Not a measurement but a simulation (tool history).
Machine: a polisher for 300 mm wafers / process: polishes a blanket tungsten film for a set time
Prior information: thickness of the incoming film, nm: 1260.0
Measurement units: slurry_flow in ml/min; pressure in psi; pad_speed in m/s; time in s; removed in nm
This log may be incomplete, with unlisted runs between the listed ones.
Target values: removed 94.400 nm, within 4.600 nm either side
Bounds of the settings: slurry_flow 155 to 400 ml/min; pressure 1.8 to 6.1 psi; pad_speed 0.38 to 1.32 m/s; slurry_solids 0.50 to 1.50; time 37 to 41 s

run,day,slurry_flow,pressure,pad_speed,slurry_solids,time,removed
1,0.000,255,3.9,0.84,1.00,41,191.550
2,0.288,255,3.9,0.84,1.10,41,200.790
3,0.546,255,3.3,0.78,1.10,41,159.460
4,0.592,205,3.3,0.78,1.10,41,154.710
5,0.658,205,2.9,0.76,1.10,41,137.940
6,0.971,205,2.6,0.74,1.10,41,127.510
7,1.017,205,2.4,0.72,1.10,41,114.830
8,1.050,205,2.2,0.70,1.10,41,106.520
9,1.233,205,2.1,0.70,1.10,41,103.260
10,1.454,205,2.1,0.70,1.10,41,101.840
11,1.617,205,2.0,0.70,1.10,41,100.800

Next run, 4 choices. One meets every target within its allowed miss, the rest don't. Which?
A,1.779,170,2.2,0.74,0.95,41,?
B,1.779,190,1.8,0.76,1.20,38,?
C,1.779,200,2.2,0.70,1.25,41,?
D,1.779,230,2.4,0.72,1.15,40,?

move,removed
A,105.840
B,94.582
C,109.000
D,114.570
A: misses by more than the last run did
B: all results land within tolerance of their targets
C: misses by more than the last run did
D: misses by more than the last run did
So the answer is move B, the one that meets all the targets.
